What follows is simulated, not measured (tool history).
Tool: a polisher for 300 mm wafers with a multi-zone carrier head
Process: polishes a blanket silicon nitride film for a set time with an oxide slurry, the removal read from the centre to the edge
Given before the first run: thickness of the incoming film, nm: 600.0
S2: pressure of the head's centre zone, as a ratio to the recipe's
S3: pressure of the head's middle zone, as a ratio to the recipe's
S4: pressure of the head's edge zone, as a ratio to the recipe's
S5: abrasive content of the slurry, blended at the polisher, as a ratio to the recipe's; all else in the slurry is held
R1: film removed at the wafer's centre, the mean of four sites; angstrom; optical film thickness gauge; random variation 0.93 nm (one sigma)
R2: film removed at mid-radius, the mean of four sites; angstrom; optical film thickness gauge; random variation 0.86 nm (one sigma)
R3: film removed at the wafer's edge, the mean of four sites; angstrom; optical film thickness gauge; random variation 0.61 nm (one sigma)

Run 1, hour 0.0: flow of slurry (ml/min) 290, S2 1.00, S3 1.00, S4 1.00, S5 1.00, polishing time (s) 83. Result: R1 688.86 angstrom, R2 688.12 angstrom, R3 702.05 angstrom.
Run 2, hour 1.7: flow of slurry (ml/min) 295, S2 0.99, S3 1.00, S4 1.03, S5 1.05, polishing time (s) 83. Result: R1 688.72 angstrom, R2 722.49 angstrom, R3 722.71 angstrom.
Run 3, hour 7.5: flow of slurry (ml/min) 295, S2 0.99, S3 1.00, S4 1.11, S5 1.05, polishing time (s) 83. Result: R1 694.95 angstrom, R2 720.33 angstrom, R3 754.63 angstrom.
Run 4, hour 10.8: flow of slurry (ml/min) 295, S2 0.99, S3 1.00, S4 1.05, S5 1.05, polishing time (s) 83. Result: R1 688.28 angstrom, R2 710.52 angstrom, R3 738.93 angstrom.
Run 5, hour 12.2: flow of slurry (ml/min) 295, S2 0.92, S3 1.00, S4 1.05, S5 1.05, polishing time (s) 83. Result: R1 656.85 angstrom, R2 723.97 angstrom, R3 733.00 angstrom.
Run 6, hour 15.1: flow of slurry (ml/min) 295, S2 0.93, S3 0.99, S4 1.07, S5 1.10, polishing time (s) 83. Result: R1 666.66 angstrom, R2 721.73 angstrom, R3 766.82 angstrom.
Run 7, hour 16.3: flow of slurry (ml/min) 340, S2 1.03, S3 1.06, S4 1.17, S5 1.30, polishing time (s) 83. Result: R1 829.77 angstrom, R2 863.95 angstrom, R3 894.35 angstrom.
Run 8, hour 19.1: flow of slurry (ml/min) 335, S2 1.02, S3 1.05, S4 1.17, S5 1.30, polishing time (s) 83. Result: R1 817.48 angstrom, R2 843.48 angstrom, R3 883.26 angstrom.

Run 9 has not been measured yet. What should we expect?
Run 9, hour 22.3: flow of slurry (ml/min) 335, S2 1.02, S3 1.05, S4 1.17, S5 1.30, polishing time (s) 83. Result: R1 ?, R2 ?, R3 ?.

{"run 9": {"R1": 820.24, "R2": 849.26, "R3": 882.6}}
